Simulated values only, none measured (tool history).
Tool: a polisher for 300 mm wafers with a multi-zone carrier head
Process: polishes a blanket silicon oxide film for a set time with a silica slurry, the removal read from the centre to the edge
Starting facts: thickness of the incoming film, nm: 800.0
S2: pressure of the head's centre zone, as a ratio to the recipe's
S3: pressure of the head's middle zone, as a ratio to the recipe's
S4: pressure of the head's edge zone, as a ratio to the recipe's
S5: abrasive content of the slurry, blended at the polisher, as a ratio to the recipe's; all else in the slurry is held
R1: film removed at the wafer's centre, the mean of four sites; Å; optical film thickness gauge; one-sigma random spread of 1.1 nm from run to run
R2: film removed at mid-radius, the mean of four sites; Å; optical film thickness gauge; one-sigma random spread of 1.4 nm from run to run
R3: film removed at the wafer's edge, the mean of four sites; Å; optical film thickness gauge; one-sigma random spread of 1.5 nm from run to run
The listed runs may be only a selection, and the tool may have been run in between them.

{"run": 1, "hour": 0.0, "flow of slurry (ml/min)": 230, "S2": 1, "S3": 1, "S4": 1, "S5": 1, "polishing time (s)": 60, "R1": 2095.2, "R2": 2070.5, "R3": 2080.5}
{"run": 2, "hour": 5.7, "flow of slurry (ml/min)": 230, "S2": 1, "S3": 1, "S4": 1, "S5": 1, "polishing time (s)": 53, "R1": 1841.3, "R2": 1835.7, "R3": 1829}
{"run": 3, "hour": 9.8, "flow of slurry (ml/min)": 220, "S2": 0.96, "S3": 1.01, "S4": 0.99, "S5": 1, "polishing time (s)": 53, "R1": 1771.6, "R2": 1838.7, "R3": 1818.5}
{"run": 4, "hour": 11.2, "flow of slurry (ml/min)": 195, "S2": 0.96, "S3": 1.01, "S4": 0.99, "S5": 1, "polishing time (s)": 53, "R1": 1700.2, "R2": 1800.6, "R3": 1782.2}
{"run": 5, "hour": 12.2, "flow of slurry (ml/min)": 195, "S2": 0.89, "S3": 1.01, "S4": 0.99, "S5": 1, "polishing time (s)": 53, "R1": 1594.8, "R2": 1788.9, "R3": 1792.9}
{"run": 6, "hour": 18.2, "flow of slurry (ml/min)": 195, "S2": 0.89, "S3": 1.01, "S4": 1.07, "S5": 1, "polishing time (s)": 53, "R1": 1610.7, "R2": 1804.4, "R3": 1840.1}
{"run": 7, "hour": 22.3, "flow of slurry (ml/min)": 190, "S2": 0.88, "S3": 1.02, "S4": 1.05, "S5": 1, "polishing time (s)": 53, "R1": 1569, "R2": 1835.4, "R3": 1832.2}
{"run": 8, "hour": 29.0, "flow of slurry (ml/min)": 185, "S2": 0.87, "S3": 1.03, "S4": 1.03, "S5": 1, "polishing time (s)": 53, "R1": 1512.2, "R2": 1812.8, "R3": 1809.1}
{"run": 9, "hour": 34.5, "flow of slurry (ml/min)": 180, "S2": 0.87, "S3": 1.04, "S4": 1, "S5": 1, "polishing time (s)": 53, "R1": 1543.2, "R2": 1813.7, "R3": 1780.4}
{"run": 10, "hour": 35.4, "flow of slurry (ml/min)": 175, "S2": 0.86, "S3": 1.05, "S4": 0.99, "S5": 1, "polishing time (s)": 53, "R1": 1510.7, "R2": 1827.2, "R3": 1772.4}
{"run": 11, "hour": 41.1, "flow of slurry (ml/min)": 170, "S2": 0.85, "S3": 1.06, "S4": 0.97, "S5": 1, "polishing time (s)": 53, "R1": 1473.5, "R2": 1812.5, "R3": 1751.6}
{"run": 12, "hour": 45.4, "flow of slurry (ml/min)": 165, "S2": 0.85, "S3": 1.07, "S4": 0.96, "S5": 1, "polishing time (s)": 53, "R1": 1469.2, "R2": 1838, "R3": 1749.4}
{"run": 13, "hour": 51.1, "flow of slurry (ml/min)": 165, "S2": 0.85, "S3": 1.07, "S4": 0.96, "S5": 1, "polishing time (s)": 53, "R1": 1468.1, "R2": 1818.6, "R3": 1769}

What does the tool deliver on the next run?
{"run": 14, "hour": 59.7, "flow of slurry (ml/min)": 170, "S2": 0.85, "S3": 1.08, "S4": 0.94, "S5": 1, "polishing time (s)": 53, "R1": "?", "R2": "?", "R3": "?"}

{"run 14": {"R1": 1489, "R2": 1846.2, "R3": 1740.3}}

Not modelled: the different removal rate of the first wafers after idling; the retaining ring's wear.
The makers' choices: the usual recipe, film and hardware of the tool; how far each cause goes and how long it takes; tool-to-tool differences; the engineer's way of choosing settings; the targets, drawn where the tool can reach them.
